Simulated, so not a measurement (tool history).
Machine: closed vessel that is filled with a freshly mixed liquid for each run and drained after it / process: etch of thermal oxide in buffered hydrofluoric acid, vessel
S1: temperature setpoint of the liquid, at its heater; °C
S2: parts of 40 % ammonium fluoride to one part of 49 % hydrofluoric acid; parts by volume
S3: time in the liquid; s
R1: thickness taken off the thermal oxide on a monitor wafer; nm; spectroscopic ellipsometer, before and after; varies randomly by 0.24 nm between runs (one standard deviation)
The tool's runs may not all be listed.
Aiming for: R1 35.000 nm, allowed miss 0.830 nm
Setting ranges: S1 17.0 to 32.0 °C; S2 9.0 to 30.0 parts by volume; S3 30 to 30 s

| run | day | S1 | S2 | S3 | R1 |
|---|---|---|---|---|---|
| 1 | 0.000 | 25.0 | 24.0 | 30 | 17.526 |
| 2 | 0.238 | 25.0 | 17.5 | 30 | 22.824 |
| 3 | 0.425 | 25.0 | 17.5 | 30 | 22.257 |
| 4 | 0.696 | 25.0 | 17.5 | 30 | 22.524 |
| 5 | 1.000 | 25.0 | 17.5 | 30 | 22.262 |
| 6 | 1.212 | 26.0 | 17.0 | 30 | 24.476 |
| 7 | 1.583 | 26.5 | 17.0 | 30 | 25.254 |
| 8 | 1.725 | 27.0 | 17.0 | 30 | 26.098 |
| 9 | 1.908 | 27.5 | 17.0 | 30 | 26.767 |
| 10 | 1.996 | 28.0 | 17.0 | 30 | 27.648 |
| 11 | 2.338 | 28.5 | 17.0 | 30 | 27.892 |
| 12 | 2.633 | 32.0 | 14.5 | 30 | 39.247 |
| 13 | 2.662 | 31.0 | 14.5 | 30 | 37.499 |
| 14 | 2.792 | 30.5 | 14.5 | 30 | 36.555 |
| 15 | 2.825 | 30.5 | 14.5 | 30 | 36.261 |

Consider the 4 candidate settings below. Which is the only one whose results all fall within their allowed miss of target?
| A | 2.858 | 30.5 | 14.0 | 30 | ? |
| B | 2.858 | 29.5 | 13.0 | 30 | ? |
| C | 2.858 | 27.0 | 11.5 | 30 | ? |
| D | 2.858 | 24.0 | 10.5 | 30 | ? |

| move | R1 |
|---|---|
| A | 37.778 |
| B | 38.539 |
| C | 38.042 |
| D | 35.351 |
A: lands further from the targets than the last run did
B: lands further from the targets than the last run did
C: lands further from the targets than the last run did
D: in spec on every target
D is the move that brings every result within its allowed miss.

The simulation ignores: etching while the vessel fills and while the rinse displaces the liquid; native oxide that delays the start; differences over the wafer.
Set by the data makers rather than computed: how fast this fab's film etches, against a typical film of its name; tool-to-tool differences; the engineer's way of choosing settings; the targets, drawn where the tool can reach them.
